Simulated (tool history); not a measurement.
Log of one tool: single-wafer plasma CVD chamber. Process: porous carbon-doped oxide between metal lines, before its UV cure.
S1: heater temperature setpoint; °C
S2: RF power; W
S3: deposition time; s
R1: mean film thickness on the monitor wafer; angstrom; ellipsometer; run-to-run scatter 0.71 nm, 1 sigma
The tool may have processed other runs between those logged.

run	hour	S1	S2	S3	R1
1	0.0	290	645	36.0	2591.2
2	1.1	287	655	36.0	2648.9
3	5.5	287	700	36.0	2763.8
4	9.0	285	710	36.0	2829.7
5	14.2	285	710	34.3	2679.4
6	21.5	283	725	34.4	2769.9
7	29.9	281	735	34.4	2816.5
8	32.4	279	745	34.4	2876.8
9	41.1	278	755	34.4	2906.0
10	45.3	277	765	34.4	2951.9
11	48.2	276	770	34.4	2982.5

Expected results for the next run?
12	50.1	275	775	34.4	?

{"run 12": {"R1": 3015.9}}
